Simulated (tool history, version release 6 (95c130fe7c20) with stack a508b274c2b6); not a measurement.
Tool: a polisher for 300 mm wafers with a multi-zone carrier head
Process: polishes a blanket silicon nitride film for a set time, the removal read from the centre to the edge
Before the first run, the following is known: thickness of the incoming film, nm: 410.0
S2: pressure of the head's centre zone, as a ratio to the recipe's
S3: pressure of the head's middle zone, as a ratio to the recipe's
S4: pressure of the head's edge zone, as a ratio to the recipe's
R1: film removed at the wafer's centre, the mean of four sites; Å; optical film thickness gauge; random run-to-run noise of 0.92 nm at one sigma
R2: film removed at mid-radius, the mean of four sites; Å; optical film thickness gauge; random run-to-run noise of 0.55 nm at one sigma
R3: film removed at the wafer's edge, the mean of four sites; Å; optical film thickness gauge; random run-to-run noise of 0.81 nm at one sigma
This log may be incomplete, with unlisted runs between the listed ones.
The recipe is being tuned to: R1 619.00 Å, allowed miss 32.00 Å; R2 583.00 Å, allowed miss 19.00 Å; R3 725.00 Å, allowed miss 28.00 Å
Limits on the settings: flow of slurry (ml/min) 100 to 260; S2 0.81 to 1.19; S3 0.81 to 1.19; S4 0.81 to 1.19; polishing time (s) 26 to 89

Run 1, hour 0.0: flow of slurry (ml/min) 165, S2 1.00, S3 1.00, S4 1.00, polishing time (s) 57. Result: R1 1149.40 Å, R2 1100.50 Å, R3 1151.80 Å.
Run 2, hour 6.2: flow of slurry (ml/min) 160, S2 0.99, S3 0.98, S4 1.00, polishing time (s) 54. Result: R1 1039.10 Å, R2 1000.40 Å, R3 1103.10 Å.
Run 3, hour 9.8: flow of slurry (ml/min) 160, S2 0.99, S3 0.98, S4 1.00, polishing time (s) 42. Result: R1 842.24 Å, R2 794.64 Å, R3 853.53 Å.
Run 4, hour 10.9: flow of slurry (ml/min) 155, S2 0.98, S3 0.97, S4 0.99, polishing time (s) 41. Result: R1 790.34 Å, R2 759.77 Å, R3 814.13 Å.
Run 5, hour 17.2: flow of slurry (ml/min) 155, S2 1.04, S3 0.97, S4 0.99, polishing time (s) 41. Result: R1 810.90 Å, R2 758.01 Å, R3 814.85 Å.
Run 6, hour 23.0: flow of slurry (ml/min) 155, S2 1.09, S3 0.97, S4 0.99, polishing time (s) 41. Result: R1 880.56 Å, R2 770.18 Å, R3 840.78 Å.
Run 7, hour 24.4: flow of slurry (ml/min) 150, S2 1.07, S3 0.96, S4 0.99, polishing time (s) 41. Result: R1 845.91 Å, R2 755.89 Å, R3 819.12 Å.
Run 8, hour 26.6: flow of slurry (ml/min) 145, S2 1.05, S3 0.95, S4 1.00, polishing time (s) 41. Result: R1 833.36 Å, R2 719.86 Å, R3 827.74 Å.
Run 9, hour 30.6: flow of slurry (ml/min) 140, S2 1.03, S3 0.94, S4 1.00, polishing time (s) 41. Result: R1 798.73 Å, R2 723.55 Å, R3 810.57 Å.
Run 10, hour 35.6: flow of slurry (ml/min) 135, S2 1.02, S3 0.93, S4 1.00, polishing time (s) 41. Result: R1 817.41 Å, R2 703.60 Å, R3 806.24 Å.
Run 11, hour 37.0: flow of slurry (ml/min) 135, S2 1.00, S3 0.93, S4 1.01, polishing time (s) 40. Result: R1 752.32 Å, R2 689.17 Å, R3 790.08 Å.
Run 12, hour 41.0: flow of slurry (ml/min) 130, S2 0.99, S3 0.92, S4 1.01, polishing time (s) 40. Result: R1 740.58 Å, R2 684.92 Å, R3 786.10 Å.
Run 13, hour 47.9: flow of slurry (ml/min) 110, S2 0.90, S3 0.82, S4 1.03, polishing time (s) 35. Result: R1 566.10 Å, R2 522.96 Å, R3 666.62 Å.
Run 14, hour 56.7: flow of slurry (ml/min) 115, S2 0.90, S3 0.82, S4 1.03, polishing time (s) 35. Result: R1 566.38 Å, R2 524.60 Å, R3 680.90 Å.
Run 15, hour 57.5: flow of slurry (ml/min) 120, S2 0.90, S3 0.82, S4 1.03, polishing time (s) 35. Result: R1 569.18 Å, R2 529.29 Å, R3 684.26 Å.
Run 16, hour 60.5: flow of slurry (ml/min) 125, S2 0.90, S3 0.82, S4 1.03, polishing time (s) 35. Result: R1 587.83 Å, R2 547.25 Å, R3 699.85 Å.
Run 17, hour 69.3: flow of slurry (ml/min) 135, S2 0.90, S3 0.83, S4 1.02, polishing time (s) 35. Result: R1 582.39 Å, R2 547.42 Å, R3 699.23 Å.
Run 18, hour 73.8: flow of slurry (ml/min) 140, S2 0.90, S3 0.83, S4 1.02, polishing time (s) 35. Result: R1 607.35 Å, R2 555.35 Å, R3 703.64 Å.
Run 19, hour 74.7: flow of slurry (ml/min) 140, S2 0.90, S3 0.83, S4 1.02, polishing time (s) 35. Result: R1 597.01 Å, R2 555.61 Å, R3 719.28 Å.

Which of these 5 next moves meets every target?
Run A, hour 75.6: flow of slurry (ml/min) 185, S2 0.85, S3 0.81, S4 1.13, polishing time (s) 32. Result: R1 ?, R2 ?, R3 ?.
Run B, hour 75.6: flow of slurry (ml/min) 125, S2 1.00, S3 0.81, S4 1.16, polishing time (s) 36. Result: R1 ?, R2 ?, R3 ?.
Run C, hour 75.6: flow of slurry (ml/min) 140, S2 0.88, S3 0.82, S4 0.98, polishing time (s) 37. Result: R1 ?, R2 ?, R3 ?.
Run D, hour 75.6: flow of slurry (ml/min) 115, S2 0.96, S3 0.98, S4 0.94, polishing time (s) 36. Result: R1 ?, R2 ?, R3 ?.
Run E, hour 75.6: flow of slurry (ml/min) 135, S2 1.04, S3 0.94, S4 1.08, polishing time (s) 33. Result: R1 ?, R2 ?, R3 ?.

move      R1      R2      R3
   A  558.01  534.04  708.55
   B  673.41  552.48  761.38
   C  628.16  590.38  733.68
   D  630.10  632.39  673.85
   E  657.14  583.83  681.01
A: misses by more than the last run did
B: misses by more than the last run did
C: each result inside its tolerance
D: moves the result that the last run missed by most past its target, out the other side
E: gets the furthest-off result to its target, but another result is out of tolerance
The move that meets every target is C.

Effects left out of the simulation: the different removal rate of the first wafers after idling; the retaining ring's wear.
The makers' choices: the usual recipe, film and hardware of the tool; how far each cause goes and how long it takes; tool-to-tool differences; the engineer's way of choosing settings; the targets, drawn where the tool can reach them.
